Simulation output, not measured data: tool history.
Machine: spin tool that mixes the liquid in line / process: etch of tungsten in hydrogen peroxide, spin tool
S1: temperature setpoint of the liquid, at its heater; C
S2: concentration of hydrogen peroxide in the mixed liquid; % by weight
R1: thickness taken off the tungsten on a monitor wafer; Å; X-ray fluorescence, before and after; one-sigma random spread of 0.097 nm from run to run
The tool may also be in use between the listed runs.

{"run": 1, "hour": 0.0, "S1": 49, "S2": 25, "time under the liquid (s)": 15, "R1": 277.24}
{"run": 2, "hour": 8.9, "S1": 49, "S2": 28, "time under the liquid (s)": 15, "R1": 290.49}
{"run": 3, "hour": 14.2, "S1": 52.5, "S2": 28, "time under the liquid (s)": 15, "R1": 362.03}
{"run": 4, "hour": 22.5, "S1": 52.5, "S2": 30, "time under the liquid (s)": 15, "R1": 377.75}
{"run": 5, "hour": 31.1, "S1": 50, "S2": 30, "time under the liquid (s)": 15, "R1": 321.35}
{"run": 6, "hour": 38.6, "S1": 48, "S2": 30, "time under the liquid (s)": 15, "R1": 283.46}

For run 7, what comes out?
{"run": 7, "hour": 46.7, "S1": 48, "S2": 30, "time under the liquid (s)": 15, "R1": "?"}

For run 7 the tool returned R1 281.91 Å.
